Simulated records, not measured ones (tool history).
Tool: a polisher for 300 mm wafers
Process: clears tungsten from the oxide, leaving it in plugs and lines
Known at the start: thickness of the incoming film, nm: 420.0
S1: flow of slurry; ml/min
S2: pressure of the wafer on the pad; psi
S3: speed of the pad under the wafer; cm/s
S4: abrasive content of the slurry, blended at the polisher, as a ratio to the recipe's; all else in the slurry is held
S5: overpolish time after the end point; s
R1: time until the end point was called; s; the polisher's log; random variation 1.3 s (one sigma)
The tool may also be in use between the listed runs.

run    day   S1   S2   S3    S4  S5      R1
  1      0  185  2.8  100     1  36  102.44
  2  0.075  180  2.5  100     1  36  111.46
  3  0.338  180  2.9  100     1  36   98.62
  4  0.662  180  2.9  100  1.15  36  94.163
  5  0.946  180  2.5  100  1.15  36  110.18
  6  1.079  180  2.5  100  1.15  36  110.16
  7  1.167  180  2.2  100  1.15  36  123.32

Run 8 comes next. What will it give?
  8  1.267  180   2  100  1.15  36   ?

Run 8 gave R1 134.08 s.

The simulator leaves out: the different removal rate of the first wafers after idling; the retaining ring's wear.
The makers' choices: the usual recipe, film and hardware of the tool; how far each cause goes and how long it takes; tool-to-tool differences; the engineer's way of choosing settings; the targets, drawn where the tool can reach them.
